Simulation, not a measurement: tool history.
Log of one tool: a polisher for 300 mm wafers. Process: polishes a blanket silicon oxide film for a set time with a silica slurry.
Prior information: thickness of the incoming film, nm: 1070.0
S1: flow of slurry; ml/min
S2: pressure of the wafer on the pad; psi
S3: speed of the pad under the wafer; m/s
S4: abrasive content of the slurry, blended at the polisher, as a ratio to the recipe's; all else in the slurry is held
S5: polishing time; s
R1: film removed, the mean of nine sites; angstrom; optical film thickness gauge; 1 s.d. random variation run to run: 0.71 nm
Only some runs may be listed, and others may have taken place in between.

{"run": 1, "hour": 0.0, "S1": 215, "S2": 3.2, "S3": 1.22, "S4": 1, "S5": 42, "R1": 1062.6}
{"run": 2, "hour": 5.7, "S1": 190, "S2": 3.2, "S3": 1.22, "S4": 1, "S5": 42, "R1": 1041.6}
{"run": 3, "hour": 13.0, "S1": 185, "S2": 3, "S3": 1.22, "S4": 1, "S5": 42, "R1": 975.53}
{"run": 4, "hour": 17.1, "S1": 185, "S2": 3, "S3": 1.42, "S4": 1, "S5": 42, "R1": 1094.6}
{"run": 5, "hour": 22.6, "S1": 180, "S2": 2.7, "S3": 1.42, "S4": 1, "S5": 42, "R1": 984.72}
{"run": 6, "hour": 25.2, "S1": 175, "S2": 2.5, "S3": 1.42, "S4": 1, "S5": 42, "R1": 912.52}
{"run": 7, "hour": 33.2, "S1": 170, "S2": 2.4, "S3": 1.42, "S4": 1, "S5": 42, "R1": 860.97}
{"run": 8, "hour": 38.1, "S1": 165, "S2": 2.4, "S3": 1.42, "S4": 1, "S5": 42, "R1": 865.04}
{"run": 9, "hour": 41.3, "S1": 160, "S2": 2.4, "S3": 1.42, "S4": 1, "S5": 42, "R1": 855.05}

What will run 10 give?
{"run": 10, "hour": 50.2, "S1": 160, "S2": 2.4, "S3": 1.42, "S4": 1, "S5": 42, "R1": "?"}

R1: 866.23 angstrom

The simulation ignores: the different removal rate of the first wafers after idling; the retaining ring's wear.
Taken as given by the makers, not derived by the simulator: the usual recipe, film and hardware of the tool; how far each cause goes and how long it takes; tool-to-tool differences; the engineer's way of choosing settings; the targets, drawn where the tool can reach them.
